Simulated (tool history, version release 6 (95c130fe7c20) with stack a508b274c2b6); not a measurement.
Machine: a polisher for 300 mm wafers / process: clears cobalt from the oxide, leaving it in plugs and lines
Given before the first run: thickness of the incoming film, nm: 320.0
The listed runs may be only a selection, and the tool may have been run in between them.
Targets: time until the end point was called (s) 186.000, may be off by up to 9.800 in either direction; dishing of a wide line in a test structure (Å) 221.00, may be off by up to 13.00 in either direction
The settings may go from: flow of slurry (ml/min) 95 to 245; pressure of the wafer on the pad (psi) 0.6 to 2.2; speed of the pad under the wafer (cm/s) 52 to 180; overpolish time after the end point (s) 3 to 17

run	hour	flow of slurry (ml/min)	pressure of the wafer on the pad (psi)	speed of the pad under the wafer (cm/s)	overpolish time after the end point (s)	time until the end point was called (s)	dishing of a wide line in a test structure (Å)
1	0.0	155	1.4	116	9	106.210	261.60
2	5.0	155	1.3	116	10	114.940	269.58
3	8.1	155	1.3	116	8	111.470	226.25
4	15.4	155	1.3	134	8	99.704	246.90
5	21.0	155	1.3	134	5	96.670	166.59
6	28.7	155	1.2	132	6	108.790	179.54
7	31.4	155	1.1	132	7	119.010	194.99
8	32.4	155	1.0	132	8	128.790	204.53
9	35.0	155	0.9	132	9	141.950	204.20
10	41.6	145	0.6	130	13	213.620	200.81
11	45.6	150	0.6	130	13	211.590	195.02
12	46.3	155	0.6	130	13	207.950	198.50
13	53.9	155	0.6	130	13	214.940	197.79

Pick the move, out of 4, that brings all results within their allowed miss; only one does.
A	61.5	205	0.6	130	14	?	?
B	61.5	165	0.7	128	13	?	?
C	61.5	165	0.6	134	11	?	?
D	61.5	180	0.6	136	11	?	?

move	time until the end point was called (s)	dishing of a wide line in a test structure (Å)
A	209.250	214.50
B	189.040	219.47
C	208.900	173.86
D	203.520	177.92
A: closes in on the targets versus the last run, not all within tolerance yet
B: every result lands within tolerance
C: its largest miss is bigger than the last run's
D: its largest miss is bigger than the last run's
B is the move that brings every result within its allowed miss.
